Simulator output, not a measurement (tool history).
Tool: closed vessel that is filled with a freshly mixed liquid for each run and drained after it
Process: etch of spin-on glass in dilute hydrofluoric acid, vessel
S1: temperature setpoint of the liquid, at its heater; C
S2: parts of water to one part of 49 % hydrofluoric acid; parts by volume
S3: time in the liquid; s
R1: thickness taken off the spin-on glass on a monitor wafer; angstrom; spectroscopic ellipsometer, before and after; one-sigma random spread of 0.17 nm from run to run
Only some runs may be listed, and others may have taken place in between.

run,day,S1,S2,S3,R1
1,0.000,24.0,85,90,433.30
2,0.025,23.0,85,90,418.51
3,0.292,23.0,65,90,559.10
4,0.596,25.5,65,90,619.98
5,0.771,25.5,65,95,654.14
6,0.862,22.5,65,95,572.69
7,1.129,21.5,70,95,510.28
8,1.404,20.5,75,95,456.84
9,1.767,20.5,75,95,455.85

For run 10, what comes out?
10,1.796,20.0,75,95,?

{"run 10": {"R1": 450.48}}
